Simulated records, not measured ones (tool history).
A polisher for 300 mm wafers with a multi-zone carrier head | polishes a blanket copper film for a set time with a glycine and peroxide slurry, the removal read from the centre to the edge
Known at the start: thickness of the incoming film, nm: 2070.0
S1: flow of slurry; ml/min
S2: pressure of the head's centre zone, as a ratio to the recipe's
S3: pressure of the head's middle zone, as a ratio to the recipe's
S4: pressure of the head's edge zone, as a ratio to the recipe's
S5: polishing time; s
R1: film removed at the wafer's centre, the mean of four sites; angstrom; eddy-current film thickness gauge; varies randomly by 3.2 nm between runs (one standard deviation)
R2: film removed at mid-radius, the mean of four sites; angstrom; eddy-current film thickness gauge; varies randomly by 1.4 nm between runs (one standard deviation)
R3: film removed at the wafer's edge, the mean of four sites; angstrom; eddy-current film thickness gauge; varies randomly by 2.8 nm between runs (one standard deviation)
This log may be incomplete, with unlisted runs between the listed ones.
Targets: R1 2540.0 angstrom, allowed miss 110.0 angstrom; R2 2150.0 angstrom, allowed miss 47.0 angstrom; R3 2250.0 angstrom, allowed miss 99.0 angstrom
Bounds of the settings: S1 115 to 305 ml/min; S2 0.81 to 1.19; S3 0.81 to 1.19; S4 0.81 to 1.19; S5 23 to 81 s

{"run": 1, "hour": 0.0, "S1": 195, "S2": 1.0, "S3": 1.0, "S4": 1.0, "S5": 52, "R1": 1909.3, "R2": 1875.3, "R3": 1951.1}
{"run": 2, "hour": 8.3, "S1": 170, "S2": 1.0, "S3": 1.0, "S4": 1.0, "S5": 52, "R1": 1865.5, "R2": 1830.4, "R3": 1881.4}
{"run": 3, "hour": 13.9, "S1": 215, "S2": 1.0, "S3": 1.0, "S4": 1.0, "S5": 52, "R1": 1961.6, "R2": 1906.8, "R3": 1942.6}
{"run": 4, "hour": 17.4, "S1": 245, "S2": 1.0, "S3": 1.0, "S4": 1.0, "S5": 52, "R1": 2005.3, "R2": 1948.7, "R3": 2034.4}
{"run": 5, "hour": 19.0, "S1": 255, "S2": 1.04, "S3": 1.01, "S4": 1.01, "S5": 52, "R1": 2079.2, "R2": 1964.4, "R3": 2032.1}
{"run": 6, "hour": 24.9, "S1": 265, "S2": 1.07, "S3": 1.01, "S4": 1.02, "S5": 53, "R1": 2179.3, "R2": 1996.0, "R3": 2077.3}
{"run": 7, "hour": 27.0, "S1": 275, "S2": 1.1, "S3": 1.01, "S4": 1.03, "S5": 54, "R1": 2337.1, "R2": 2060.1, "R3": 2165.2}
{"run": 8, "hour": 32.0, "S1": 280, "S2": 1.11, "S3": 1.02, "S4": 1.04, "S5": 54, "R1": 2364.6, "R2": 2069.7, "R3": 2149.2}
{"run": 9, "hour": 33.1, "S1": 285, "S2": 1.12, "S3": 1.02, "S4": 1.05, "S5": 54, "R1": 2388.4, "R2": 2079.7, "R3": 2169.1}
{"run": 10, "hour": 36.0, "S1": 290, "S2": 1.13, "S3": 1.02, "S4": 1.06, "S5": 54, "R1": 2443.7, "R2": 2096.2, "R3": 2112.7}
{"hour": 39.2, "done": "edge zone pressure recalibrated"}
{"run": 11, "hour": 39.2, "S1": 290, "S2": 1.13, "S3": 1.02, "S4": 1.06, "S5": 54, "R1": 2437.5, "R2": 2077.6, "R3": 2075.8}

Which of these 4 next moves meets every target?
{"run": "A", "hour": 42.4, "S1": 305, "S2": 1.12, "S3": 0.97, "S4": 1.04, "S5": 58, "R1": "?", "R2": "?", "R3": "?"}
{"run": "B", "hour": 42.4, "S1": 285, "S2": 1.02, "S3": 1.0, "S4": 0.99, "S5": 60, "R1": "?", "R2": "?", "R3": "?"}
{"run": "C", "hour": 42.4, "S1": 280, "S2": 1.17, "S3": 1.03, "S4": 1.06, "S5": 54, "R1": "?", "R2": "?", "R3": "?"}
{"run": "D", "hour": 42.4, "S1": 300, "S2": 1.19, "S3": 0.94, "S4": 1.17, "S5": 55, "R1": "?", "R2": "?", "R3": "?"}

move=A R1=2537.0 R2=2144.8 R3=2221.6
move=B R1=2370.9 R2=2262.1 R3=2241.0
move=C R1=2445.4 R2=2081.7 R3=2068.8
move=D R1=2552.0 R2=1976.8 R3=2210.9
A: each result inside its tolerance
B: meets the target for the result that was furthest off, but another lies outside its allowed miss
C: no better and no worse than the last run
D: meets the target for the result that was furthest off, but another lies outside its allowed miss
Go with A: it meets all targets.
